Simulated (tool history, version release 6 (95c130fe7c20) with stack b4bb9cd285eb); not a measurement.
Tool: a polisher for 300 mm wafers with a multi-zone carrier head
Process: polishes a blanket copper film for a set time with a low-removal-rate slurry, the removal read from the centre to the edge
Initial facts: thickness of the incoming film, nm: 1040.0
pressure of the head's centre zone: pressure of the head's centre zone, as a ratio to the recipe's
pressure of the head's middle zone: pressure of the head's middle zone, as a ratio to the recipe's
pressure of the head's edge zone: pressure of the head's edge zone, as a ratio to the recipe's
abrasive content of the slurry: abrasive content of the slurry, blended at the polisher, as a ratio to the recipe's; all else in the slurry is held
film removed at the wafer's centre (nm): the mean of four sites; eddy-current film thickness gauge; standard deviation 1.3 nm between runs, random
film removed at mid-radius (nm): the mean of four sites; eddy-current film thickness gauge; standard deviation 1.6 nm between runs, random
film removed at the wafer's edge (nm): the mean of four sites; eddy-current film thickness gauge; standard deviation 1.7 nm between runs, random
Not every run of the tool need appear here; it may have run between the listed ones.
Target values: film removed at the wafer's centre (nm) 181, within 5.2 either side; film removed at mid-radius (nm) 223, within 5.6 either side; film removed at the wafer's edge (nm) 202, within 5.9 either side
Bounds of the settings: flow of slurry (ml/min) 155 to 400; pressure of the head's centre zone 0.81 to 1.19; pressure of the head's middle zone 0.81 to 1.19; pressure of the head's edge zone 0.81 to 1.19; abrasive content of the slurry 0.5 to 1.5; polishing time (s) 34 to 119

run   hour  flow of slurry (ml/min)  pressure of the head's centre zone  pressure of the head's middle zone  pressure of the head's edge zone  abrasive content of the slurry  polishing time (s)  film removed at the wafer's centre (nm)  film removed at mid-radius (nm)  film removed at the wafer's edge (nm)
  1      0                      255                                   1                                   1                                 1                               1                  76                                   200.98                            186.7                                 189.83
  2      9                      255                                   1                                   1                              0.93                               1                  76                                   199.06                            181.8                                  180.4
  3   15.3                      270                                0.96                                1.04                              0.97                               1                  76                                   194.83                           188.94                                 189.27
  4   19.3                      270                                0.96                                0.97                              0.97                               1                  76                                   194.21                           178.94                                 188.91
  5   24.1                      270                                0.96                                1.05                              0.97                               1                  76                                   197.14                            191.9                                 188.05
  6   29.4                      250                                0.92                                1.09                              0.98                            1.05                  76                                   187.43                           198.43                                 188.56
  7   34.2                      250                                 0.9                                1.12                                 1                             1.1                  76                                    183.2                           203.06                                 190.69
  8   39.1                      255                                0.89                                1.14                              1.01                            1.15                  76                                    181.8                           203.63                                 191.85
  9   47.1                      250                                0.87                                1.15                                 1                            1.15                  77                                   178.65                           209.06                                 194.55
 10     56                      255                                0.86                                1.16                                 1                             1.2                  77                                   180.98                           213.18                                 198.52
 11   62.8                      255                                0.85                                1.17                              0.99                             1.2                  77                                   176.12                           215.99                                 196.16
 12   70.3                      265                                0.85                                1.18                              0.99                             1.2                  77                                   176.32                           215.66                                  197.5
      75.5  -- centre zone pressure recalibrated
 13   75.5                      265                                0.85                                1.18                              0.98                            1.25                  77                                   165.22                           214.91                                 199.62
 14   79.4                      260                                0.85                                1.18                              0.99                            1.25                  78                                   170.87                           220.65                                 199.84
 15   87.1                      260                                0.86                                1.18                                 1                            1.25                  78                                   169.86                           220.95                                 204.24
 16   95.9                      255                                0.86                                1.18                                 1                            1.25                  79                                   171.92                            224.3                                 204.31
 17   98.2                      255                                0.86                                1.18                                 1                            1.25                  79                                   175.28                           223.82                                 206.41
 18  102.6                      255                                0.86                                1.18                                 1                            1.25                  79                                   171.15                           222.67                                 206.37
 19  110.1                      260                                0.86                                1.18                                 1                             1.2                  79                                    170.9                           222.97                                 201.62
 20  110.8                      245                                0.86                                1.18                                 1                             1.2                  79                                   169.23                           220.54                                 200.31

Below are 4 possible settings for the next run. Only one of them brings all results inside the allowed miss of their targets. Which is it?
  A  111.5                      195                                0.86                                1.09                               1.1                             1.5                  78                                        ?                                ?                                      ?
  B  111.5                      270                                0.83                                1.07                                 1                             1.3                  84                                        ?                                ?                                      ?
  C  111.5                      280                                0.91                                 1.1                              1.02                            1.25                  83                                        ?                                ?                                      ?
  D  111.5                      365                                0.89                                1.16                              0.98                             0.8                  83                                        ?                                ?                                      ?

move  film removed at the wafer's centre (nm)  film removed at mid-radius (nm)  film removed at the wafer's edge (nm)
   A                                   169.31                           206.23                                 209.68
   B                                   178.68                           221.88                                 218.53
   C                                   193.19                           222.56                                 216.48
   D                                   180.16                           219.59                                 201.73
A: its largest miss is bigger than the last run's
B: corrects the largest miss of the last run, while another result sits out of spec
C: moves the result that the last run missed by most past its target, out the other side
D: all results in spec
So the answer is move D, the one that meets all the targets.

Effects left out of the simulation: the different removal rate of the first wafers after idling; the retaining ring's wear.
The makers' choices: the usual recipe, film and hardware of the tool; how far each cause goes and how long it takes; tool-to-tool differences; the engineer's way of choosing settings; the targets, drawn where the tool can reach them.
